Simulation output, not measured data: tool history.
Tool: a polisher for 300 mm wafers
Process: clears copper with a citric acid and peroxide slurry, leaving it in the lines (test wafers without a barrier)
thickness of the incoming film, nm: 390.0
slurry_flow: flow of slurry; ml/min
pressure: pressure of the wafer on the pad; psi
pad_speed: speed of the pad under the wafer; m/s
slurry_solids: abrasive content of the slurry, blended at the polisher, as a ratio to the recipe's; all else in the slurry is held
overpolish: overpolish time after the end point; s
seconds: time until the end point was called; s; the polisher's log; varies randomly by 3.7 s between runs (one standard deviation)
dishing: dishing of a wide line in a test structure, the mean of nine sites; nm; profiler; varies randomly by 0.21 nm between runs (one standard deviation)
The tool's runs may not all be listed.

{"run": 1, "hour": 0.0, "slurry_flow": 305, "pressure": 2.9, "pad_speed": 1.16, "slurry_solids": 1, "overpolish": 14, "seconds": 191.94, "dishing": 22.676}
{"run": 2, "hour": 4.7, "slurry_flow": 305, "pressure": 2.9, "pad_speed": 1.16, "slurry_solids": 0.85, "overpolish": 14, "seconds": 197.79, "dishing": 21.781}
{"run": 3, "hour": 10.3, "slurry_flow": 305, "pressure": 2.9, "pad_speed": 0.98, "slurry_solids": 0.85, "overpolish": 14, "seconds": 231.18, "dishing": 18.362}
{"run": 4, "hour": 15.2, "slurry_flow": 305, "pressure": 3.1, "pad_speed": 0.98, "slurry_solids": 0.85, "overpolish": 12, "seconds": 225.29, "dishing": 17.21}
{"run": 5, "hour": 17.0, "slurry_flow": 305, "pressure": 2.6, "pad_speed": 0.98, "slurry_solids": 0.85, "overpolish": 12, "seconds": 264.16, "dishing": 14.983}
{"run": 6, "hour": 20.4, "slurry_flow": 305, "pressure": 3, "pad_speed": 0.98, "slurry_solids": 0.85, "overpolish": 12, "seconds": 230.38, "dishing": 16.985}
{"hour": 25.6, "done": "worn pad replaced by a new one"}
{"run": 7, "hour": 25.6, "slurry_flow": 305, "pressure": 3.7, "pad_speed": 1, "slurry_solids": 0.85, "overpolish": 6, "seconds": 170.26, "dishing": 11.428}
{"run": 8, "hour": 34.3, "slurry_flow": 305, "pressure": 3.7, "pad_speed": 1, "slurry_solids": 0.85, "overpolish": 6, "seconds": 170.76, "dishing": 11.207}
{"run": 9, "hour": 39.5, "slurry_flow": 305, "pressure": 3.6, "pad_speed": 1, "slurry_solids": 0.85, "overpolish": 6, "seconds": 168.82, "dishing": 11.041}

Estimate the outcome of run 10 from the log above:
{"run": 10, "hour": 41.9, "slurry_flow": 305, "pressure": 3.5, "pad_speed": 1, "slurry_solids": 0.85, "overpolish": 6, "seconds": "?", "dishing": "?"}

For run 10 the tool returned seconds 174 s, dishing 10.844 nm.
